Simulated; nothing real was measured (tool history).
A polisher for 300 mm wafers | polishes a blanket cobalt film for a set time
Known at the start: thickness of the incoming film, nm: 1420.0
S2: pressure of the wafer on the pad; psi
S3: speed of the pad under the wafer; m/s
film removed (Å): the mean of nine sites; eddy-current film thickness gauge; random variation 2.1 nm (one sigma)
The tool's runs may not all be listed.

{"run": 1, "day": 0.0, "flow of slurry (ml/min)": 190, "S2": 2.2, "S3": 1.16, "polishing time (s)": 67, "film removed (Å)": 4001.4}
{"run": 2, "day": 0.025, "flow of slurry (ml/min)": 185, "S2": 1.9, "S3": 1.16, "polishing time (s)": 67, "film removed (Å)": 3519.4}
{"run": 3, "day": 0.162, "flow of slurry (ml/min)": 185, "S2": 2.4, "S3": 1.16, "polishing time (s)": 67, "film removed (Å)": 4297.8}
{"run": 4, "day": 0.288, "flow of slurry (ml/min)": 180, "S2": 2, "S3": 1.14, "polishing time (s)": 67, "film removed (Å)": 3591.4}
{"run": 5, "day": 0.338, "flow of slurry (ml/min)": 180, "S2": 1.7, "S3": 1.12, "polishing time (s)": 67, "film removed (Å)": 3094.8}
{"run": 6, "day": 0.4, "flow of slurry (ml/min)": 180, "S2": 1.7, "S3": 1.12, "polishing time (s)": 67, "film removed (Å)": 3100}
{"run": 7, "day": 0.533, "flow of slurry (ml/min)": 175, "S2": 1.5, "S3": 1.12, "polishing time (s)": 67, "film removed (Å)": 2758}

The next listed run, before its measurement:
{"run": 8, "day": 0.733, "flow of slurry (ml/min)": 165, "S2": 1.4, "S3": 1.12, "polishing time (s)": 67, "film removed (Å)": "?"}

film removed (Å): 2628.1
